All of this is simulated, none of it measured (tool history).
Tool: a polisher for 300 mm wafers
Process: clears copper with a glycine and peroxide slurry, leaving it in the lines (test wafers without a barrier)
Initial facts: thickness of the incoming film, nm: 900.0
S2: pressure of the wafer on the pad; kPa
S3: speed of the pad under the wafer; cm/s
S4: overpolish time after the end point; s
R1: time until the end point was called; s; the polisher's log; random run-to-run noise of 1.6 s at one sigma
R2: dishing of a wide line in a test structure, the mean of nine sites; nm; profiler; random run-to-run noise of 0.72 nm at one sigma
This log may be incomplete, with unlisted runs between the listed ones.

Run 1, day 0: flow of slurry (ml/min) 125, S2 18.6 kPa, S3 108 cm/s, S4 24 s. Result: R1 146.7 s, R2 67.545 nm.
Run 2, day 0.175: flow of slurry (ml/min) 125, S2 18.6 kPa, S3 94 cm/s, S4 24 s. Result: R1 168.96 s, R2 64.863 nm.
Run 3, day 0.508: flow of slurry (ml/min) 125, S2 18.6 kPa, S3 74 cm/s, S4 24 s. Result: R1 201.86 s, R2 60.283 nm.
Run 4, day 0.829: flow of slurry (ml/min) 110, S2 18.6 kPa, S3 74 cm/s, S4 24 s. Result: R1 204.27 s, R2 56.704 nm.
Run 5, day 1.042: flow of slurry (ml/min) 110, S2 14.5 kPa, S3 74 cm/s, S4 24 s. Result: R1 248.53 s, R2 51.341 nm.
Run 6, day 1.071: flow of slurry (ml/min) 110, S2 11.7 kPa, S3 74 cm/s, S4 24 s. Result: R1 279.74 s, R2 45.377 nm.
Run 7, day 1.383: flow of slurry (ml/min) 105, S2 12.4 kPa, S3 86 cm/s, S4 22 s. Result: R1 247.43 s, R2 45.737 nm.
Run 8, day 1.738: flow of slurry (ml/min) 100, S2 13.1 kPa, S3 94 cm/s, S4 20 s. Result: R1 232.77 s, R2 46.979 nm.
Run 9, day 1.879: flow of slurry (ml/min) 110, S2 13.1 kPa, S3 104 cm/s, S4 18 s. Result: R1 208.7 s, R2 45.134 nm.
Run 10, day 2.004: flow of slurry (ml/min) 115, S2 13.8 kPa, S3 110 cm/s, S4 17 s. Result: R1 183.44 s, R2 48.912 nm.
Run 11, day 2.058: flow of slurry (ml/min) 115, S2 13.8 kPa, S3 110 cm/s, S4 17 s. Result: R1 188.11 s, R2 47.493 nm.
Run 12, day 2.304: flow of slurry (ml/min) 120, S2 13.8 kPa, S3 118 cm/s, S4 16 s. Result: R1 173.62 s, R2 47.943 nm.
Run 13, day 2.454: flow of slurry (ml/min) 130, S2 16.5 kPa, S3 148 cm/s, S4 7 s. Result: R1 122.97 s, R2 33.971 nm.
Run 14, day 2.708: flow of slurry (ml/min) 130, S2 17.2 kPa, S3 148 cm/s, S4 8 s. Result: R1 114.59 s, R2 37.996 nm.

Run 15 has not been measured yet. What should we expect?
Run 15, day 2.942: flow of slurry (ml/min) 130, S2 17.2 kPa, S3 148 cm/s, S4 9 s. Result: R1 ?, R2 ?.

{"run 15": {"R1": 118.34, "R2": 42.223}}
